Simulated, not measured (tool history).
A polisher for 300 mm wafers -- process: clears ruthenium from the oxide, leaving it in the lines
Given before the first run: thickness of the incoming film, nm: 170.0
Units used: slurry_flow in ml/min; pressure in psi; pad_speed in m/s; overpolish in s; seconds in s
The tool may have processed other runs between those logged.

| run | hour | slurry_flow | pressure | pad_speed | overpolish | seconds |
|---|---|---|---|---|---|---|
| 1 | 0 | 300 | 2.3 | 1.26 | 13 | 114.93 |
| 2 | 2.3 | 300 | 2.6 | 1.28 | 13 | 103.27 |
| 3 | 4.7 | 300 | 2.9 | 1.32 | 13 | 92.578 |
| 4 | 7.6 | 300 | 3.1 | 1.36 | 13 | 86.636 |
| 5 | 11.9 | 300 | 3.1 | 1.06 | 13 | 103.25 |
| 6 | 17.6 | 300 | 2.7 | 1.06 | 13 | 115.14 |
| 7 | 20.6 | 310 | 3.3 | 1.42 | 13 | 78.078 |

Run 8, settings as shown, results not yet in. Your forecast:
| 8 | 27.3 | 310 | 3.4 | 1.46 | 13 | ? |

seconds: 76.201 s
